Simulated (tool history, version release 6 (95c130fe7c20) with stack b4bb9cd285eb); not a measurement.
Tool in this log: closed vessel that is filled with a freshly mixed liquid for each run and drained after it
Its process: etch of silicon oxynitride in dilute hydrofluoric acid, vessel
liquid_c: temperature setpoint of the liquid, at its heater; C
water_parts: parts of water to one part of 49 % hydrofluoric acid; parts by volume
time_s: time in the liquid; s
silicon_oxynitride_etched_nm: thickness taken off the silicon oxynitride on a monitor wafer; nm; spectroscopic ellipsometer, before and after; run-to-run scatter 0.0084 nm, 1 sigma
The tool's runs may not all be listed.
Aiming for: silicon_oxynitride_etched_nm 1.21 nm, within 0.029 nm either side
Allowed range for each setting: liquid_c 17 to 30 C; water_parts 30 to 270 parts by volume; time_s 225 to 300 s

run	hour	liquid_c	water_parts	time_s	silicon_oxynitride_etched_nm
1	0	22	150	300	2.4635
2	5.3	25.5	150	300	2.8943
3	7	25.5	150	225	2.1798
4	14.5	24	160	225	1.899
5	22.7	21.5	160	225	1.6957
6	25.6	18	160	225	1.4129
7	30.8	17.5	165	225	1.3544
8	36.2	17	170	225	1.2767

Exactly one of the 5 candidate moves below puts every result within its allowed miss. Which one?
A	41.6	17	175	240	?
B	41.6	17	180	240	?
C	41.6	21	200	240	?
D	41.6	19	210	285	?
E	41.6	17	190	240	?

move	silicon_oxynitride_etched_nm
A	1.3115
B	1.2712
C	1.3641
D	1.397
E	1.1971
A: further off than the last run
B: nearer than the last run, and not there yet
C: further off than the last run
D: further off than the last run
E: all results in spec
Go with E: it meets all targets.

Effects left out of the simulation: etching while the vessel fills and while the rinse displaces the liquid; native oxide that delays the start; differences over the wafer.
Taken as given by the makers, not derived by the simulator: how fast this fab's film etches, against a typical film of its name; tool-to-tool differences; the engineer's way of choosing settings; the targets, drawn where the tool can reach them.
